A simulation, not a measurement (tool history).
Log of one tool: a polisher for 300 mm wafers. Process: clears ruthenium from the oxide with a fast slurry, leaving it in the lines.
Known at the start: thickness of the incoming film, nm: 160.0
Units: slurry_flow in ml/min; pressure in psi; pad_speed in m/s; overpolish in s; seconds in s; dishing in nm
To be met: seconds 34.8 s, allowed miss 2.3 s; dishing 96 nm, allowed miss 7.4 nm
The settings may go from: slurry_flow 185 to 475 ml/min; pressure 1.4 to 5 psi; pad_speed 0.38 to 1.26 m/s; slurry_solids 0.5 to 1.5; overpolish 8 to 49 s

run 1 day=0 | slurry_flow=305 pressure=3.2 pad_speed=0.82 slurry_solids=1 overpolish=25 | seconds=50.147 dishing=59.858
run 2 day=0.35 | slurry_flow=305 pressure=3.2 pad_speed=0.82 slurry_solids=0.85 overpolish=25 | seconds=55.863 dishing=54.652
run 3 day=0.421 | slurry_flow=305 pressure=3.2 pad_speed=0.82 slurry_solids=0.85 overpolish=15 | seconds=55.276 dishing=36.241
run 4 day=0.45 | slurry_flow=305 pressure=3.5 pad_speed=0.84 slurry_solids=0.85 overpolish=19 | seconds=51.123 dishing=50.156
run 5 day=0.729 | slurry_flow=305 pressure=3.9 pad_speed=0.86 slurry_solids=0.85 overpolish=19 | seconds=42.896 dishing=53.137
run 6 day=1.092 | slurry_flow=275 pressure=3.9 pad_speed=0.86 slurry_solids=0.85 overpolish=19 | seconds=44.68 dishing=52.307
run 7 day=1.392 | slurry_flow=275 pressure=4.1 pad_speed=0.86 slurry_solids=0.85 overpolish=22 | seconds=42.725 dishing=63.456
run 8 day=1.612 | slurry_flow=280 pressure=4.3 pad_speed=0.86 slurry_solids=0.85 overpolish=23 | seconds=42.014 dishing=66.032

5 next moves are on the table. One of them brings every result within its allowed miss. Which?
run A day=1.833 | slurry_flow=225 pressure=4.9 pad_speed=0.94 slurry_solids=0.85 overpolish=31 | seconds=? dishing=?
run B day=1.833 | slurry_flow=370 pressure=4.7 pad_speed=1.02 slurry_solids=0.9 overpolish=34 | seconds=? dishing=?
run C day=1.833 | slurry_flow=255 pressure=4.8 pad_speed=1.1 slurry_solids=0.85 overpolish=42 | seconds=? dishing=?
run D day=1.833 | slurry_flow=205 pressure=5 pad_speed=0.94 slurry_solids=0.7 overpolish=30 | seconds=? dishing=?
run E day=1.833 | slurry_flow=275 pressure=4.8 pad_speed=0.74 slurry_solids=1 overpolish=16 | seconds=? dishing=?

move=A seconds=35.549 dishing=91.973
move=B seconds=31.425 dishing=105.64
move=C seconds=31.477 dishing=119.14
move=D seconds=42.826 dishing=78.842
move=E seconds=37.536 dishing=53.421
A: meets every target
B: takes the result that was furthest off past its target
C: takes the result that was furthest off past its target
D: nearer than the last run, and not there yet
E: further off than the last run
Answer: A
